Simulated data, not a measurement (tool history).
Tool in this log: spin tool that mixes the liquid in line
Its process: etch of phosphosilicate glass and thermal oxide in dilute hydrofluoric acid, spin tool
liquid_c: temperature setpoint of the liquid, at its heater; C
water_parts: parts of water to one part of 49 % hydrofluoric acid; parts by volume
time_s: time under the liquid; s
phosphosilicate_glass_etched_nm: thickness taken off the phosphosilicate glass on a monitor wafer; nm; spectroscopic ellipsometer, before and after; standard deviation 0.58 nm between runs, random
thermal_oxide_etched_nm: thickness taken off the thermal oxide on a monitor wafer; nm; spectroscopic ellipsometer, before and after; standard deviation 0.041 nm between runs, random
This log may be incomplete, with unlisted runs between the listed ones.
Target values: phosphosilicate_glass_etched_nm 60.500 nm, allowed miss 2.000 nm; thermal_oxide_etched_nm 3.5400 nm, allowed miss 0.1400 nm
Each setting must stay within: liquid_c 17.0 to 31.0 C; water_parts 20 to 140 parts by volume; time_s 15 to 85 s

run	hour	liquid_c	water_parts	time_s	phosphosilicate_glass_etched_nm	thermal_oxide_etched_nm
1	0.0	23.0	75	45	51.405	2.9590
2	6.7	23.0	90	45	42.135	2.4548
3	13.7	24.5	90	45	43.885	2.5929
4	21.4	21.0	90	45	38.279	2.2660
5	27.8	21.0	90	60	51.303	2.9815
6	31.5	21.0	65	60	74.031	4.2101
7	36.2	17.0	70	60	56.242	3.3551
8	38.1	17.5	70	60	57.449	3.3923

Below are 4 possible settings for the next run. Only one of them brings all results inside the allowed miss of their targets. Which is it?
A	40.0	18.5	65	55	?	?
B	40.0	20.0	60	45	?	?
C	40.0	17.5	80	65	?	?
D	40.0	17.0	70	60	?	?

move	phosphosilicate_glass_etched_nm	thermal_oxide_etched_nm
A	60.044	3.5145
B	57.043	3.3388
C	54.342	3.1808
D	56.729	3.3205
A: every result lands within tolerance
B: lands further from the targets than the last run did
C: lands further from the targets than the last run did
D: lands further from the targets than the last run did
Answer: A
